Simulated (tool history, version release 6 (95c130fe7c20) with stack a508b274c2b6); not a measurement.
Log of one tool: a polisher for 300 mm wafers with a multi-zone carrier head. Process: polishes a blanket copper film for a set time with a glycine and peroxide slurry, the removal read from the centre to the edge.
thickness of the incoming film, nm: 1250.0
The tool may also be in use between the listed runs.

run	hour	flow of slurry (ml/min)	pressure of the head's centre zone	pressure of the head's middle zone	pressure of the head's edge zone	polishing time (s)	film removed at the wafer's centre (angstrom)	film removed at mid-radius (angstrom)	film removed at the wafer's edge (angstrom)
1	0.0	260	1.00	1.00	1.00	40	1630.3	1597.2	1595.5
2	6.3	260	1.00	1.00	0.94	40	1625.6	1603.1	1539.6
3	12.7	260	1.00	1.00	0.94	45	1846.1	1824.0	1746.6
4	17.6	260	1.00	1.00	0.94	54	2198.7	2148.2	2090.5
5	25.2	260	1.00	1.00	0.88	54	2163.4	2161.3	2011.5
6	26.5	210	1.00	1.00	0.88	54	2166.8	2109.2	1993.2
7	27.0	205	0.96	0.97	0.86	47	1773.3	1757.1	1714.8
8	32.2	210	0.94	0.97	0.85	41	1523.7	1570.9	1499.1
9	37.7	210	0.93	0.96	0.84	37	1369.2	1388.7	1328.3
10	44.0	220	0.91	0.95	0.84	35	1259.4	1306.9	1264.7
11	47.8	220	0.90	0.94	0.83	34	1246.0	1251.0	1225.0
12	49.1	220	0.89	0.94	0.82	34	1204.0	1268.2	1219.2
13	55.5	220	0.89	0.94	0.82	34	1224.2	1278.9	1227.9

Forecast run 14:
14	59.2	215	0.88	0.93	0.82	34	?	?	?

Run 14 gave film removed at the wafer's centre (angstrom) 1211.5, film removed at mid-radius (angstrom) 1251.1, film removed at the wafer's edge (angstrom) 1216.2.
